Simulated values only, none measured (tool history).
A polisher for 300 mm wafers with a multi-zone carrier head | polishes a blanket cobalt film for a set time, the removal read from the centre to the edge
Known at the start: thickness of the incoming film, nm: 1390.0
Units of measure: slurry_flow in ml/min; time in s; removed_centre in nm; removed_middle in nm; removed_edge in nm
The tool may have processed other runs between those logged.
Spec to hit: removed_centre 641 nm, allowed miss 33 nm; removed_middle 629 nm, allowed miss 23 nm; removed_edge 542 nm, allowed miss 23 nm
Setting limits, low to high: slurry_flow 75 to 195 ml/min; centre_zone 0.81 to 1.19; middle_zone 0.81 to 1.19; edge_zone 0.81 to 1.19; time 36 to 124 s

run,day,slurry_flow,centre_zone,middle_zone,edge_zone,time,removed_centre,removed_middle,removed_edge
1,0,125,1,1,1,79,449.18,458.67,437.7
2,0.267,125,1,1,1,97,525.6,550.78,541.3
3,0.458,125,1.08,1,1,97,572.58,548.18,537.49
4,0.529,135,1.09,1.02,0.99,97,585.77,563.74,537.71
5,0.758,135,1.09,1.02,0.95,97,602.06,580.46,533.67
6,0.829,115,1.09,1.02,0.95,97,577.39,553.83,517.84
7,1.071,125,1.09,1.03,0.95,97,577.68,568.9,527.7
8,1.092,130,1.1,1.04,0.94,97,588.38,581.21,541.19
9,1.154,135,1.11,1.05,0.92,97,605.25,586.23,536.51
10,1.2,140,1.12,1.06,0.91,97,598.27,594.99,525.37

Which of these 5 next moves meets every target?
A,1.246,145,0.98,0.98,0.92,93,?,?,?
B,1.246,165,1.06,1.12,0.81,103,?,?,?
C,1.246,150,1.07,0.99,0.89,96,?,?,?
D,1.246,120,1.07,1.07,0.99,93,?,?,?
E,1.246,150,1.13,1.06,0.86,100,?,?,?

move,removed_centre,removed_middle,removed_edge
A,532.65,540.67,516.2
B,655.68,685.88,547.73
C,604.99,566.14,527.06
D,557.72,560.45,519.68
E,666.11,624.66,540.04
A: moves away from the targets compared with the last run
B: pushes the last run's worst result past its target
C: moves away from the targets compared with the last run
D: moves away from the targets compared with the last run
E: every result within its allowed miss
E meets every target.

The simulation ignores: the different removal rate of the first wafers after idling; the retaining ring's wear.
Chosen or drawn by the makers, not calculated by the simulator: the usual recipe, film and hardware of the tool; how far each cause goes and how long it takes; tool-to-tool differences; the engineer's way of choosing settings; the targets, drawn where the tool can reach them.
